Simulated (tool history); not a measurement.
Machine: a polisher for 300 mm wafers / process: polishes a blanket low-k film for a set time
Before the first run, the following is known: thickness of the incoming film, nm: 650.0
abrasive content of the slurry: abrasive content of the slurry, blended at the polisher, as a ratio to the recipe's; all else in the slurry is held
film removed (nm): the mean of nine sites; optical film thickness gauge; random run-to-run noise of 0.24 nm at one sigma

run  hour  flow of slurry (ml/min)  pressure of the wafer on the pad (kPa)  speed of the pad under the wafer (m/s)  abrasive content of the slurry  polishing time (s)  film removed (nm)
  1     0                      125                                    10.3                                    0.84                               1                 101             31.815
  2   6.6                      120                                     9.7                                    0.84                               1                 101             29.751
  3   8.3                      115                                       9                                    0.84                               1                 101             27.286
  4   9.4                      110                                       9                                    0.84                               1                 101             27.093
  5  15.2                      105                                       9                                    0.84                               1                 101             26.888
  6  23.3                      105                                    10.3                                    0.84                               1                 101             30.664
  7  25.8                      100                                     9.7                                    0.84                               1                 101             28.443

Run 8, settings as shown, results not yet in. Your forecast:
  8  32.9                       95                                       9                                    0.84                               1                 101                  ?

film removed (nm): 25.684
